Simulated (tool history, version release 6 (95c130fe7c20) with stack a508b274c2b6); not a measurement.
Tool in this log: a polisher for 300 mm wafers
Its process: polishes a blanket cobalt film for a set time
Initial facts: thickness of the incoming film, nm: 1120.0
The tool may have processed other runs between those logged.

run  hour  flow of slurry (ml/min)  pressure of the wafer on the pad (psi)  speed of the pad under the wafer (cm/s)  polishing time (s)  film removed (Å)
  1   0.0                      285                                     1.6                                       90                  39            1303.8
  2   4.1                      285                                     1.7                                       90                  39            1399.1
  3   7.0                      285                                     1.7                                       78                  39            1213.9
  4   7.7                      335                                     1.7                                       78                  39            1249.0
  5   9.5                      275                                     1.7                                       78                  39            1215.0
  6  10.7                      275                                     1.8                                       78                  39            1296.8
  7  15.1                      275                                     1.9                                       78                  39            1356.6
  8  16.1                      275                                     2.0                                       78                  39            1427.7
  9  21.3                      275                                     2.1                                       78                  39            1518.4
 10  24.5                      275                                     2.2                                       78                  39            1581.1

Estimate the outcome of run 11 from the log above:
 11  27.8                      275                                     2.3                                       78                  39                 ?

{"run 11": {"film removed (Å)": 1654.1}}
